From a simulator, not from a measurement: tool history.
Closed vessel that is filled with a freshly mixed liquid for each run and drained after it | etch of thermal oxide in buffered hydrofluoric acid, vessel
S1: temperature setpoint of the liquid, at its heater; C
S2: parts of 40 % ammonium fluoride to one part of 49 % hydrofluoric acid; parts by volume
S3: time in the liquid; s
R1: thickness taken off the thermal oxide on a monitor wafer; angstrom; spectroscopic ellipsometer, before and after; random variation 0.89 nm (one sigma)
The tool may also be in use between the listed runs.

Run 1, hour 0.0: S1 22.0 C, S2 10.5 parts by volume, S3 100 s. Result: R1 1020.10 angstrom.
Run 2, hour 7.0: S1 23.0 C, S2 10.5 parts by volume, S3 100 s. Result: R1 1065.10 angstrom.
Run 3, hour 11.9: S1 23.0 C, S2 10.5 parts by volume, S3 105 s. Result: R1 1132.00 angstrom.
Run 4, hour 16.3: S1 23.0 C, S2 12.5 parts by volume, S3 105 s. Result: R1 957.49 angstrom.
Run 5, hour 22.1: S1 24.5 C, S2 12.5 parts by volume, S3 105 s. Result: R1 1025.30 angstrom.
Run 6, hour 31.0: S1 25.5 C, S2 12.5 parts by volume, S3 105 s. Result: R1 1082.70 angstrom.
Run 7, hour 40.1: S1 26.5 C, S2 12.5 parts by volume, S3 105 s. Result: R1 1154.00 angstrom.
Run 8, hour 43.2: S1 27.0 C, S2 12.5 parts by volume, S3 105 s. Result: R1 1191.50 angstrom.
Run 9, hour 47.0: S1 27.5 C, S2 12.5 parts by volume, S3 105 s. Result: R1 1214.90 angstrom.
Run 10, hour 54.2: S1 28.0 C, S2 12.5 parts by volume, S3 105 s. Result: R1 1252.30 angstrom.
Run 11, hour 59.0: S1 28.0 C, S2 12.5 parts by volume, S3 105 s. Result: R1 1243.80 angstrom.
Run 12, hour 63.2: S1 28.5 C, S2 12.5 parts by volume, S3 105 s. Result: R1 1279.10 angstrom.

Run 13 comes next. What will it give?
Run 13, hour 69.5: S1 29.0 C, S2 12.5 parts by volume, S3 105 s. Result: R1 ?.

R1: 1303.40 angstrom
